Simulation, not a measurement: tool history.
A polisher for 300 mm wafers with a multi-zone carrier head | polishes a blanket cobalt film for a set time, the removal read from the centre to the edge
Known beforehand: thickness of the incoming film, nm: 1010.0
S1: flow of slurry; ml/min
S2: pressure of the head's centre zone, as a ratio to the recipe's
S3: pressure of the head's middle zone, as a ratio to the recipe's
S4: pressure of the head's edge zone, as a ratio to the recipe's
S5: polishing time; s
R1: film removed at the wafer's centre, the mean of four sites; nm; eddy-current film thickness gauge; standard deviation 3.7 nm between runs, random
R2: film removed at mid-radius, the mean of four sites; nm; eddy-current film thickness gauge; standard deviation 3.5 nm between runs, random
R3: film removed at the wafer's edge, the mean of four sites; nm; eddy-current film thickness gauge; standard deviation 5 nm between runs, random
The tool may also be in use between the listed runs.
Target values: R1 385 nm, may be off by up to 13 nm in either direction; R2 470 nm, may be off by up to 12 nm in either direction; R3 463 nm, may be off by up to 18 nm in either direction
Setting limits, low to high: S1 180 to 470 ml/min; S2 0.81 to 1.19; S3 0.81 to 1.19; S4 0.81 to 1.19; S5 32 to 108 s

| run | day | S1 | S2 | S3 | S4 | S5 | R1 | R2 | R3 |
|---|---|---|---|---|---|---|---|---|---|
| 1 | 0 | 300 | 1 | 1 | 1 | 70 | 333.33 | 349.22 | 352.13 |
| 2 | 0.075 | 305 | 0.99 | 1.02 | 1.03 | 73 | 350.79 | 374.54 | 364.13 |
| 3 | 0.321 | 305 | 0.99 | 1.02 | 1.03 | 79 | 378.21 | 402.56 | 402.12 |
| 4 | 0.575 | 305 | 1.04 | 1.02 | 1.03 | 79 | 392.49 | 404.7 | 402.69 |
| 5 | 0.658 | 305 | 1.04 | 1.1 | 1.03 | 79 | 398.24 | 438.48 | 399.16 |
| 6 | 0.725 | 345 | 1.04 | 1.1 | 1.03 | 79 | 406.02 | 436.87 | 408.27 |
| 7 | 0.896 | 355 | 1.01 | 1.1 | 1.06 | 80 | 387.54 | 444.33 | 411.22 |
| 8 | 1.2 | 315 | 0.96 | 1.05 | 1.16 | 89 | 409.48 | 470.04 | 460.51 |
| 9 | 1.4 | 315 | 0.95 | 1.05 | 1.16 | 89 | 401.42 | 470.07 | 466.69 |
| 10 | 1.538 | 315 | 0.95 | 1.05 | 1.16 | 89 | 409.29 | 477.68 | 462.37 |
| 11 | 1.592 | 315 | 0.94 | 1.04 | 1.16 | 89 | 409.76 | 466.06 | 474.44 |
| 12 | 1.688 | 310 | 0.93 | 1.05 | 1.16 | 89 | 392.91 | 467.26 | 463.55 |

Which one of the following 5 next-run settings gets every result inside its allowed miss? There is exactly one.
| A | 1.783 | 340 | 0.91 | 1.08 | 1.19 | 86 | ? | ? | ? |
| B | 1.783 | 380 | 0.87 | 1.05 | 1.09 | 92 | ? | ? | ? |
| C | 1.783 | 335 | 0.96 | 1.09 | 1.11 | 88 | ? | ? | ? |
| D | 1.783 | 250 | 1.01 | 1.07 | 1.18 | 90 | ? | ? | ? |
| E | 1.783 | 285 | 0.95 | 1.08 | 1.11 | 90 | ? | ? | ? |

| move | R1 | R2 | R3 |
|---|---|---|---|
| A | 390.23 | 467.33 | 459.33 |
| B | 402.75 | 492.54 | 477.83 |
| C | 420.89 | 481.3 | 456.55 |
| D | 439.08 | 470.87 | 468.51 |
| E | 419.07 | 481.29 | 461.81 |
A: every result lands within tolerance
B: the biggest miss grows against the last run
C: the biggest miss grows against the last run
D: the biggest miss grows against the last run
E: the biggest miss grows against the last run
Go with A: it meets all targets.
